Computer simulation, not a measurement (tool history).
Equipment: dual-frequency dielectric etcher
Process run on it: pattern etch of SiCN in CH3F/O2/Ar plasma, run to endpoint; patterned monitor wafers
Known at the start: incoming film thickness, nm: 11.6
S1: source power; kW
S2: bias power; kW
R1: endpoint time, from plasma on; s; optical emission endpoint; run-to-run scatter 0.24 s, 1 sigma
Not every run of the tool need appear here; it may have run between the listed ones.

run    day     S1     S2      R1
  1  0.000  0.410  0.089  30.506
  2  0.192  0.410  0.098  29.296
  3  0.233  0.430  0.100  29.014
  4  0.333  0.430  0.090  30.458
  5  0.517  0.470  0.090  29.262
  6  0.775  0.400  0.090  30.863
     0.921  -- source power generator calibrated
  7  0.921  0.430  0.095  29.421

Run 8, settings as shown, results not yet in. Your forecast:
  8  0.988  0.450  0.098   ?

R1: 28.389 s
